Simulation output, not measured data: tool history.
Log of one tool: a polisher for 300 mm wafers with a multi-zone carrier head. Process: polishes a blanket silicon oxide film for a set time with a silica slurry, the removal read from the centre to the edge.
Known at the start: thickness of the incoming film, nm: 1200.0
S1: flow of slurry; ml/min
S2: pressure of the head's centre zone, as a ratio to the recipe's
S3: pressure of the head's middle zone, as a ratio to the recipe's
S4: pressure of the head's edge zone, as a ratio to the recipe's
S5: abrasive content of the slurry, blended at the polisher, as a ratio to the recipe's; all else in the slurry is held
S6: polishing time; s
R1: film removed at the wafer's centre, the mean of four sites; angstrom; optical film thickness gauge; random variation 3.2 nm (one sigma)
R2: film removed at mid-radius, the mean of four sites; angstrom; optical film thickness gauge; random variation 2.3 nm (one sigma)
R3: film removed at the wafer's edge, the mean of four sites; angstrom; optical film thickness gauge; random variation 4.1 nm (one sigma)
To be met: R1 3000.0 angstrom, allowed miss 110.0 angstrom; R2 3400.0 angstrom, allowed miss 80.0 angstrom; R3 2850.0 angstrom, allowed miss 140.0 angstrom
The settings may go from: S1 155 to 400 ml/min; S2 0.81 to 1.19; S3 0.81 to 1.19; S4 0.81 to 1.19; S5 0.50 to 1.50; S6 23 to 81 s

Run 1, hour 0.0: S1 255 ml/min, S2 1.00, S3 1.00, S4 1.00, S5 1.00, S6 52 s. Result: R1 1699.0 angstrom, R2 1687.4 angstrom, R3 1672.9 angstrom.
Run 2, hour 8.3: S1 255 ml/min, S2 1.00, S3 1.00, S4 1.06, S5 1.00, S6 52 s. Result: R1 1717.4 angstrom, R2 1688.3 angstrom, R3 1752.1 angstrom.
Run 3, hour 10.8: S1 255 ml/min, S2 1.00, S3 1.00, S4 0.98, S5 1.00, S6 52 s. Result: R1 1701.4 angstrom, R2 1678.5 angstrom, R3 1696.4 angstrom.
Run 4, hour 17.7: S1 255 ml/min, S2 1.00, S3 1.00, S4 0.98, S5 0.90, S6 52 s. Result: R1 1563.9 angstrom, R2 1571.9 angstrom, R3 1571.5 angstrom.
At hour 23.8: worn pad replaced by a new one.
Run 5, hour 23.8: S1 255 ml/min, S2 1.00, S3 1.00, S4 1.02, S5 0.90, S6 52 s. Result: R1 1691.3 angstrom, R2 1678.8 angstrom, R3 1675.9 angstrom.
Run 6, hour 30.7: S1 255 ml/min, S2 1.00, S3 1.00, S4 0.95, S5 0.90, S6 52 s. Result: R1 1702.3 angstrom, R2 1685.6 angstrom, R3 1661.6 angstrom.
Run 7, hour 34.2: S1 265 ml/min, S2 1.00, S3 1.04, S4 0.93, S5 1.05, S6 57 s. Result: R1 2036.0 angstrom, R2 2133.0 angstrom, R3 1974.6 angstrom.
Run 8, hour 39.1: S1 280 ml/min, S2 1.01, S3 1.07, S4 0.95, S5 1.15, S6 58 s. Result: R1 2249.9 angstrom, R2 2344.2 angstrom, R3 2127.6 angstrom.

5 next moves are on the table. One of them brings every result within its allowed miss. Which?
Run A, hour 44.0: S1 310 ml/min, S2 1.00, S3 1.19, S4 0.94, S5 1.20, S6 69 s. Result: R1 ?, R2 ?, R3 ?.
Run B, hour 44.0: S1 285 ml/min, S2 0.90, S3 1.15, S4 0.90, S5 1.15, S6 79 s. Result: R1 ?, R2 ?, R3 ?.
Run C, hour 44.0: S1 340 ml/min, S2 1.05, S3 1.07, S4 0.95, S5 1.35, S6 60 s. Result: R1 ?, R2 ?, R3 ?.
Run D, hour 44.0: S1 315 ml/min, S2 0.99, S3 1.15, S4 0.91, S5 1.30, S6 73 s. Result: R1 ?, R2 ?, R3 ?.
Run E, hour 44.0: S1 300 ml/min, S2 0.90, S3 1.17, S4 0.94, S5 1.15, S6 77 s. Result: R1 ?, R2 ?, R3 ?.

move      R1      R2      R3
   A  2712.2  3152.5  2657.5
   B  2782.6  3402.8  2901.3
   C  2609.2  2666.5  2474.9
   D  2963.9  3371.0  2883.4
   E  2727.4  3382.8  2895.4
A: nearer than the last run, and not there yet
B: brings the result that was furthest off to its target, and leaves another outside
C: nearer than the last run, and not there yet
D: meets every target
E: brings the result that was furthest off to its target, and leaves another outside
Answer: D
